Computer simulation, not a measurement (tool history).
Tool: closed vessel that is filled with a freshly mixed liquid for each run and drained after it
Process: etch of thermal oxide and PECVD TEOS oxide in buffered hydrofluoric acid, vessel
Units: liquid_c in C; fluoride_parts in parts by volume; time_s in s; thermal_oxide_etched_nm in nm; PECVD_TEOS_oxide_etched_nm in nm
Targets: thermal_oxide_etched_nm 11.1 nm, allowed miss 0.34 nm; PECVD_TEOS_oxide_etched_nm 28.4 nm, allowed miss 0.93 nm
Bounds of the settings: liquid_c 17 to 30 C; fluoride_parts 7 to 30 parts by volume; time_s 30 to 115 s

| run | hour | liquid_c | fluoride_parts | time_s | thermal_oxide_etched_nm | PECVD_TEOS_oxide_etched_nm |
|---|---|---|---|---|---|---|
| 1 | 0 | 22 | 19 | 60 | 39.212 | 100.24 |
| 2 | 5.1 | 21.5 | 20 | 55 | 33.392 | 85.917 |
| 3 | 14.1 | 21 | 21 | 55 | 30.622 | 79.705 |
| 4 | 22.4 | 20.5 | 22 | 55 | 28.595 | 73.748 |
| 5 | 27.4 | 20.5 | 18 | 55 | 34.92 | 89.04 |
|  | 31 | hydrofluoric acid flow meter replaced |
| 6 | 31 | 20 | 19 | 55 | 28.968 | 74.781 |
| 7 | 36.8 | 19.5 | 20 | 55 | 26.571 | 69.437 |
| 8 | 38.4 | 17 | 26 | 35 | 12.175 | 31.815 |
| 9 | 43.4 | 17 | 27.5 | 35 | 11.817 | 30.042 |
| 10 | 50.3 | 17 | 28 | 35 | 11.655 | 29.972 |

4 next moves are on the table. One of them brings every result within its allowed miss. Which?
| A | 57.2 | 18.5 | 30 | 30 | ? | ? |
| B | 57.2 | 17 | 27.5 | 30 | ? | ? |
| C | 57.2 | 19.5 | 30 | 30 | ? | ? |
| D | 57.2 | 17.5 | 28 | 30 | ? | ? |

| move | thermal_oxide_etched_nm | PECVD_TEOS_oxide_etched_nm |
|---|---|---|
| A | 10.177 | 26.863 |
| B | 9.9219 | 26.188 |
| C | 10.772 | 28.431 |
| D | 10.084 | 26.615 |
A: takes the result that was furthest off past its target
B: takes the result that was furthest off past its target
C: meets every target
D: takes the result that was furthest off past its target
Answer: C
